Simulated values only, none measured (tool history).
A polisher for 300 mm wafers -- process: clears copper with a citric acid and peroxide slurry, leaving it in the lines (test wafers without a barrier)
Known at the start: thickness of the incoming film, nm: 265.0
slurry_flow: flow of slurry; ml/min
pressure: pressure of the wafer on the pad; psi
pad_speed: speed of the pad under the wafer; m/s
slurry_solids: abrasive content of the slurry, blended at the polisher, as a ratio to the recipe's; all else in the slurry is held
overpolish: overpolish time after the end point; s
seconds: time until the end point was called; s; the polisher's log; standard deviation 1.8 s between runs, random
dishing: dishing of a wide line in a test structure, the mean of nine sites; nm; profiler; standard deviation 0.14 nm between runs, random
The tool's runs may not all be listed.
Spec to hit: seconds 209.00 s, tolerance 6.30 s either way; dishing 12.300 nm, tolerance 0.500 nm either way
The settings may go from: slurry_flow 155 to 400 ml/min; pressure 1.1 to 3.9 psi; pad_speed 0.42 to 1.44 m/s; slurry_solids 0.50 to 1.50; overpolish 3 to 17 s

| run | hour | slurry_flow | pressure | pad_speed | slurry_solids | overpolish | seconds | dishing |
|---|---|---|---|---|---|---|---|---|
| 1 | 0.0 | 255 | 2.5 | 0.92 | 1.00 | 9 | 123.78 | 12.973 |
| 2 | 8.7 | 250 | 2.2 | 0.92 | 1.00 | 10 | 141.41 | 12.959 |
| 3 | 12.3 | 245 | 2.0 | 0.92 | 1.00 | 11 | 149.43 | 13.668 |
| 4 | 21.3 | 245 | 2.6 | 0.92 | 1.00 | 11 | 123.70 | 16.415 |
| 5 | 29.2 | 240 | 2.2 | 0.92 | 1.00 | 11 | 139.29 | 14.272 |
| 6 | 37.2 | 240 | 1.9 | 0.92 | 1.00 | 12 | 156.35 | 13.812 |
| 7 | 39.7 | 235 | 1.7 | 0.92 | 1.00 | 13 | 169.47 | 13.760 |
| 8 | 44.9 | 230 | 1.6 | 0.92 | 1.00 | 13 | 178.62 | 13.013 |
| 9 | 48.1 | 220 | 1.5 | 0.92 | 1.00 | 13 | 191.50 | 12.622 |
| 10 | 54.3 | 205 | 1.5 | 0.92 | 1.00 | 13 | 189.42 | 12.806 |
| 11 | 58.3 | 195 | 1.5 | 0.92 | 1.00 | 13 | 191.86 | 12.571 |
| 12 | 63.3 | 195 | 1.5 | 0.92 | 1.00 | 13 | 192.85 | 12.311 |
| 13 | 68.1 | 185 | 1.5 | 0.92 | 1.00 | 13 | 190.64 | 12.262 |
| 14 | 76.0 | 180 | 1.4 | 0.92 | 1.00 | 13 | 206.22 | 12.020 |
| 15 | 80.2 | 175 | 1.4 | 0.92 | 1.00 | 13 | 208.21 | 11.650 |
| 16 | 83.0 | 170 | 1.4 | 0.92 | 1.00 | 13 | 207.11 | 11.777 |
| 17 | 86.7 | 165 | 1.4 | 0.92 | 1.00 | 13 | 204.65 | 11.654 |

Exactly one of the 5 candidate moves below puts every result within its allowed miss. Which one?
| A | 90.4 | 195 | 1.2 | 1.02 | 1.00 | 12 | ? | ? |
| B | 90.4 | 180 | 1.3 | 1.04 | 1.00 | 12 | ? | ? |
| C | 90.4 | 160 | 1.5 | 0.76 | 1.25 | 14 | ? | ? |
| D | 90.4 | 195 | 1.3 | 0.98 | 0.85 | 12 | ? | ? |
| E | 90.4 | 245 | 1.3 | 0.92 | 0.80 | 13 | ? | ? |

| move | seconds | dishing |
|---|---|---|
| A | 211.07 | 10.496 |
| B | 200.10 | 11.040 |
| C | 212.11 | 12.093 |
| D | 213.30 | 10.411 |
| E | 218.46 | 10.964 |
A: the biggest miss grows against the last run
B: the biggest miss grows against the last run
C: meets every target
D: the biggest miss grows against the last run
E: the biggest miss grows against the last run
So the answer is move C, the one that meets all the targets.
